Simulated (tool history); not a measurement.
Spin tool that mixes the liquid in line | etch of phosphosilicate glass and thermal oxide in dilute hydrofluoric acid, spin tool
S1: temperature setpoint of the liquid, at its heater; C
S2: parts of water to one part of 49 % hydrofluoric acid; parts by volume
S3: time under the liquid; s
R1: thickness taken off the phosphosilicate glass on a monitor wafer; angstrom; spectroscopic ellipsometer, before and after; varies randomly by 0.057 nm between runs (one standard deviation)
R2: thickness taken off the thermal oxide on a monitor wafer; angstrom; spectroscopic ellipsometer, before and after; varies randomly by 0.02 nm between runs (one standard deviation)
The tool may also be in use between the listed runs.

Run 1, day 0: S1 24 C, S2 250 parts by volume, S3 30 s. Result: R1 97.146 angstrom, R2 4.4474 angstrom.
Run 2, day 0.062: S1 23 C, S2 250 parts by volume, S3 30 s. Result: R1 93.679 angstrom, R2 3.9372 angstrom.
Run 3, day 0.229: S1 22.5 C, S2 255 parts by volume, S3 30 s. Result: R1 90.883 angstrom, R2 4.0183 angstrom.
Run 4, day 0.379: S1 22.5 C, S2 255 parts by volume, S3 40 s. Result: R1 119.23 angstrom, R2 5.1765 angstrom.
Run 5, day 0.646: S1 21.5 C, S2 265 parts by volume, S3 40 s. Result: R1 109.62 angstrom, R2 4.9298 angstrom.
Run 6, day 0.862: S1 20.5 C, S2 270 parts by volume, S3 40 s. Result: R1 103.5 angstrom, R2 4.1452 angstrom.
Run 7, day 0.971: S1 20.5 C, S2 280 parts by volume, S3 40 s. Result: R1 99.125 angstrom, R2 4.2201 angstrom.
Run 8, day 1.138: S1 20 C, S2 285 parts by volume, S3 40 s. Result: R1 95.026 angstrom, R2 4.378 angstrom.
Run 9, day 1.433: S1 19.5 C, S2 290 parts by volume, S3 40 s. Result: R1 91.503 angstrom, R2 4.4422 angstrom.

What will run 10 give?
Run 10, day 1.504: S1 19.5 C, S2 295 parts by volume, S3 40 s. Result: R1 ?, R2 ?.

R1: 89.541 angstrom
R2: 4.0525 angstrom

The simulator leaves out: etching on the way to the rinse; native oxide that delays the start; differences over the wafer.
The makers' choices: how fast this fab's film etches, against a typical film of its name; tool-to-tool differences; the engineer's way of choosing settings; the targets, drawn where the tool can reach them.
